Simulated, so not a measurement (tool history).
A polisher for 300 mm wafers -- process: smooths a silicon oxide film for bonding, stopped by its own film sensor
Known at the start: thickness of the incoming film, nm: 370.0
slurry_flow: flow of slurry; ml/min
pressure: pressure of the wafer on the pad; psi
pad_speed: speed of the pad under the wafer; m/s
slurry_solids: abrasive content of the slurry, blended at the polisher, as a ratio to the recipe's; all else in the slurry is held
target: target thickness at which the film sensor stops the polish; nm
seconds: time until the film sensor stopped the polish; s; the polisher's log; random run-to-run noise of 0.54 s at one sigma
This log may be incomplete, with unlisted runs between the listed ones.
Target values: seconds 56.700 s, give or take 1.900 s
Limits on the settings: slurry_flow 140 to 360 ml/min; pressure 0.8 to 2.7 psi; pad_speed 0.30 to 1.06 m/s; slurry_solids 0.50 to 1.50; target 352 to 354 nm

Run 1, hour 0.0: slurry_flow 230 ml/min, pressure 1.7 psi, pad_speed 0.68 m/s, slurry_solids 1.00, target 352 nm. Result: seconds 38.556 s.
Run 2, hour 3.2: slurry_flow 230 ml/min, pressure 1.7 psi, pad_speed 0.78 m/s, slurry_solids 1.00, target 352 nm. Result: seconds 34.658 s.
Run 3, hour 5.9: slurry_flow 230 ml/min, pressure 1.5 psi, pad_speed 0.78 m/s, slurry_solids 1.00, target 352 nm. Result: seconds 38.735 s.
Run 4, hour 9.5: slurry_flow 230 ml/min, pressure 1.5 psi, pad_speed 0.88 m/s, slurry_solids 1.00, target 352 nm. Result: seconds 35.714 s.
Run 5, hour 18.5: slurry_flow 230 ml/min, pressure 1.3 psi, pad_speed 0.86 m/s, slurry_solids 1.00, target 352 nm. Result: seconds 41.596 s.
Run 6, hour 26.4: slurry_flow 255 ml/min, pressure 1.3 psi, pad_speed 0.86 m/s, slurry_solids 1.00, target 352 nm. Result: seconds 40.807 s.
Run 7, hour 27.3: slurry_flow 255 ml/min, pressure 1.2 psi, pad_speed 0.86 m/s, slurry_solids 1.00, target 352 nm. Result: seconds 43.490 s.
Run 8, hour 31.4: slurry_flow 255 ml/min, pressure 1.1 psi, pad_speed 0.86 m/s, slurry_solids 1.00, target 352 nm. Result: seconds 48.015 s.
Run 9, hour 38.1: slurry_flow 255 ml/min, pressure 1.0 psi, pad_speed 0.86 m/s, slurry_solids 1.00, target 352 nm. Result: seconds 52.533 s.
Run 10, hour 46.2: slurry_flow 250 ml/min, pressure 1.0 psi, pad_speed 0.86 m/s, slurry_solids 1.00, target 352 nm. Result: seconds 52.537 s.
Run 11, hour 51.5: slurry_flow 240 ml/min, pressure 1.0 psi, pad_speed 0.86 m/s, slurry_solids 1.00, target 352 nm. Result: seconds 52.992 s.
Run 12, hour 56.7: slurry_flow 230 ml/min, pressure 1.0 psi, pad_speed 0.86 m/s, slurry_solids 1.00, target 352 nm. Result: seconds 52.954 s.
Run 13, hour 62.6: slurry_flow 225 ml/min, pressure 1.0 psi, pad_speed 0.86 m/s, slurry_solids 1.00, target 352 nm. Result: seconds 53.120 s.
Run 14, hour 65.9: slurry_flow 220 ml/min, pressure 1.0 psi, pad_speed 0.86 m/s, slurry_solids 1.00, target 352 nm. Result: seconds 53.431 s.
Run 15, hour 70.2: slurry_flow 215 ml/min, pressure 1.0 psi, pad_speed 0.86 m/s, slurry_solids 1.00, target 352 nm. Result: seconds 53.034 s.
Run 16, hour 77.4: slurry_flow 210 ml/min, pressure 1.0 psi, pad_speed 0.86 m/s, slurry_solids 1.00, target 352 nm. Result: seconds 54.241 s.
Run 17, hour 83.1: slurry_flow 205 ml/min, pressure 1.0 psi, pad_speed 0.86 m/s, slurry_solids 1.00, target 352 nm. Result: seconds 53.589 s.
Run 18, hour 89.3: slurry_flow 205 ml/min, pressure 0.9 psi, pad_speed 0.86 m/s, slurry_solids 1.00, target 352 nm. Result: seconds 59.869 s.
Run 19, hour 94.3: slurry_flow 210 ml/min, pressure 0.9 psi, pad_speed 0.86 m/s, slurry_solids 1.00, target 352 nm. Result: seconds 59.780 s.
Run 20, hour 96.2: slurry_flow 215 ml/min, pressure 0.9 psi, pad_speed 0.86 m/s, slurry_solids 1.00, target 352 nm. Result: seconds 59.374 s.
Run 21, hour 97.0: slurry_flow 220 ml/min, pressure 0.9 psi, pad_speed 0.86 m/s, slurry_solids 1.00, target 352 nm. Result: seconds 59.473 s.
Run 22, hour 106.1: slurry_flow 225 ml/min, pressure 0.9 psi, pad_speed 0.86 m/s, slurry_solids 1.00, target 352 nm. Result: seconds 58.957 s.
Run 23, hour 107.8: slurry_flow 230 ml/min, pressure 0.9 psi, pad_speed 0.86 m/s, slurry_solids 1.00, target 352 nm. Result: seconds 58.890 s.
Run 24, hour 114.2: slurry_flow 235 ml/min, pressure 0.9 psi, pad_speed 0.86 m/s, slurry_solids 1.00, target 352 nm. Result: seconds 59.473 s.

Exercise: of the 5 proposed moves below, exactly one satisfies all targets within the stated allowed misses. Which move is it?
Run A, hour 120.6: slurry_flow 160 ml/min, pressure 1.0 psi, pad_speed 0.88 m/s, slurry_solids 1.05, target 353 nm. Result: seconds ?.
Run B, hour 120.6: slurry_flow 190 ml/min, pressure 0.8 psi, pad_speed 0.94 m/s, slurry_solids 1.00, target 352 nm. Result: seconds ?.
Run C, hour 120.6: slurry_flow 220 ml/min, pressure 0.9 psi, pad_speed 0.90 m/s, slurry_solids 1.10, target 353 nm. Result: seconds ?.
Run D, hour 120.6: slurry_flow 335 ml/min, pressure 1.0 psi, pad_speed 0.86 m/s, slurry_solids 0.95, target 352 nm. Result: seconds ?.
Run E, hour 120.6: slurry_flow 275 ml/min, pressure 0.8 psi, pad_speed 0.86 m/s, slurry_solids 1.00, target 354 nm. Result: seconds ?.

move  seconds
   A   51.675
   B   63.574
   C   52.186
   D   53.004
   E   57.848
A: the result that was furthest off in the last run now lies on the other side of its target
B: lands further from the targets than the last run did
C: the result that was furthest off in the last run now lies on the other side of its target
D: the result that was furthest off in the last run now lies on the other side of its target
E: meets every target
Go with E: it meets all targets.
